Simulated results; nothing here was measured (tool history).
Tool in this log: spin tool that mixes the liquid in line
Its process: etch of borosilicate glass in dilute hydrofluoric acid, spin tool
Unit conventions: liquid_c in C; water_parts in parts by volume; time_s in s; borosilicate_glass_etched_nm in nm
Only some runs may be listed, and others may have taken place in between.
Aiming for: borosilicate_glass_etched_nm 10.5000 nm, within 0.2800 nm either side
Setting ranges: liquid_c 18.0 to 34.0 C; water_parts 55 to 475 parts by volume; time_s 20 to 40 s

run	day	liquid_c	water_parts	time_s	borosilicate_glass_etched_nm
1	0.000	26.0	265	40	5.1983
2	0.312	23.5	265	40	4.7616
3	0.667	20.5	265	40	4.2720
4	0.883	24.5	235	40	5.8193
5	1.225	24.5	235	40	5.6894
6	1.429	27.5	215	40	7.1872
7	1.696	29.5	205	40	8.0992
8	2.067	31.0	200	40	8.8135
9	2.358	32.0	195	40	9.5989
10	2.608	32.5	195	40	9.6100
11	2.896	33.0	195	40	9.7843
12	3.246	33.5	195	40	9.9575

Which single option among these 4 for the next run brings every result within its allowed miss of target? Just one does.
A	3.596	33.0	185	40	?
B	3.596	30.0	195	40	?
C	3.596	32.0	170	40	?
D	3.596	34.0	180	40	?

move	borosilicate_glass_etched_nm
A	10.4740
B	8.8519
C	11.2370
D	11.2090
A: hits every target within its allowed miss
B: its largest miss is bigger than the last run's
C: moves the result that the last run missed by most past its target, out the other side
D: moves the result that the last run missed by most past its target, out the other side
A meets every target.
